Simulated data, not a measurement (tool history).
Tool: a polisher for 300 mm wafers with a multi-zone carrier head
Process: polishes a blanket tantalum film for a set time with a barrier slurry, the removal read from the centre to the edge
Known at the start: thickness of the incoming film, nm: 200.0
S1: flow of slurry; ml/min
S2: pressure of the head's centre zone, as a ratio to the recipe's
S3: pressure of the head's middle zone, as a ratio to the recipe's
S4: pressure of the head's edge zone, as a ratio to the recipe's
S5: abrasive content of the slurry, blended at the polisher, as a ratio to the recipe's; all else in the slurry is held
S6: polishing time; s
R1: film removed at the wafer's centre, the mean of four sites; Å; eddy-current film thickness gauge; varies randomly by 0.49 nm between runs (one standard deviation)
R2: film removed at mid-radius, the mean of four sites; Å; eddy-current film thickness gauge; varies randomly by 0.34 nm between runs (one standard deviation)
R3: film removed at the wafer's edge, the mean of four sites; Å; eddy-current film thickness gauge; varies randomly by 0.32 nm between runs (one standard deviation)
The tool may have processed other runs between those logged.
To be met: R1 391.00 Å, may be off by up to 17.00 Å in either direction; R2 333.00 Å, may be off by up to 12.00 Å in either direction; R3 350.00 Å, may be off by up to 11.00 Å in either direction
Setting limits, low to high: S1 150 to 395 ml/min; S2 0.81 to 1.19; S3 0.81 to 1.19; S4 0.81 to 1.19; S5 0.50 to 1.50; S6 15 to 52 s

run 1 hour=0.0 | S1=250 S2=1.00 S3=1.00 S4=1.00 S5=1.00 S6=33 | R1=615.87 R2=654.60 R3=649.07
run 2 hour=1.4 | S1=250 S2=1.00 S3=1.00 S4=1.00 S5=0.90 S6=33 | R1=609.81 R2=622.06 R3=628.24
run 3 hour=8.5 | S1=245 S2=1.00 S3=0.98 S4=0.97 S5=0.80 S6=30 | R1=515.93 R2=536.29 R3=537.68
run 4 hour=11.0 | S1=245 S2=1.00 S3=0.98 S4=1.05 S5=0.80 S6=30 | R1=521.42 R2=539.16 R3=562.91
run 5 hour=12.6 | S1=245 S2=1.03 S3=0.95 S4=1.00 S5=0.70 S6=28 | R1=474.10 R2=461.01 R3=482.27
run 6 hour=18.9 | S1=240 S2=1.04 S3=0.92 S4=0.96 S5=0.65 S6=27 | R1=442.56 R2=422.78 R3=441.29
run 7 hour=19.8 | S1=240 S2=1.04 S3=0.92 S4=0.96 S5=0.65 S6=27 | R1=450.40 R2=429.41 R3=441.98
run 8 hour=26.4 | S1=235 S2=1.05 S3=0.89 S4=0.94 S5=0.60 S6=26 | R1=422.25 R2=379.09 R3=410.23
run 9 hour=29.4 | S1=225 S2=1.09 S3=0.90 S4=0.84 S5=0.50 S6=24 | R1=359.27 R2=325.20 R3=320.61
run 10 hour=37.6 | S1=240 S2=1.09 S3=0.89 S4=0.86 S5=0.50 S6=24 | R1=362.80 R2=313.16 R3=334.01
run 11 hour=45.3 | S1=240 S2=1.10 S3=0.90 S4=0.87 S5=0.50 S6=24 | R1=367.95 R2=319.71 R3=329.63
run 12 hour=54.0 | S1=240 S2=1.10 S3=0.90 S4=0.88 S5=0.50 S6=24 | R1=358.54 R2=320.92 R3=332.92

Consider the 5 candidate settings below. Which is the only one whose results all fall within their allowed miss of target?
run A hour=62.7 | S1=235 S2=0.99 S3=0.89 S4=1.02 S5=0.65 S6=21 | R1=? R2=? R3=?
run B hour=62.7 | S1=190 S2=1.15 S3=0.92 S4=0.91 S5=0.50 S6=25 | R1=? R2=? R3=?
run C hour=62.7 | S1=265 S2=1.14 S3=0.87 S4=0.84 S5=0.50 S6=24 | R1=? R2=? R3=?
run D hour=62.7 | S1=285 S2=1.12 S3=1.02 S4=0.94 S5=0.55 S6=21 | R1=? R2=? R3=?
run E hour=62.7 | S1=155 S2=1.09 S3=0.99 S4=1.07 S5=0.50 S6=24 | R1=? R2=? R3=?

move=A R1=336.36 R2=317.31 R3=357.26
move=B R1=397.34 R2=331.90 R3=347.15
move=C R1=393.14 R2=315.24 R3=330.73
move=D R1=358.87 R2=334.01 R3=321.21
move=E R1=351.45 R2=330.31 R3=352.25
A: further off than the last run
B: all results in spec
C: meets the target for the result that was furthest off, but another lies outside its allowed miss
D: further off than the last run
E: further off than the last run
The move that meets every target is B.
